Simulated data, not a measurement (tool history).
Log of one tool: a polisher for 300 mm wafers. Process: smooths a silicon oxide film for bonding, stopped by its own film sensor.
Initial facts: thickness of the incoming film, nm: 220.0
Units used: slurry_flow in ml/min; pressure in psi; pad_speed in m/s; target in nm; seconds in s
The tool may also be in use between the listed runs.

run,hour,slurry_flow,pressure,pad_speed,slurry_solids,target,seconds
1,0,145,2.8,0.9,1,188,26.251
2,4.9,145,2.8,0.78,1,188,29.691
3,10.2,145,3.1,0.78,1,188,26.71
4,14.3,145,3.2,0.78,1,188,25.048
5,21,145,2.8,0.78,1,188,29.363
6,27.1,145,2.9,0.78,1,188,28.018
7,30.1,145,3,0.78,1,188,27.055
8,33.5,145,3.1,0.78,1,188,26.957
9,35.8,145,3.2,0.78,1,188,25.793
10,42.9,145,3.3,0.78,1,188,25.302

Expected results for the next run?
11,49.3,145,3.4,0.78,1,188,?

{"run 11": {"seconds": 24.204}}
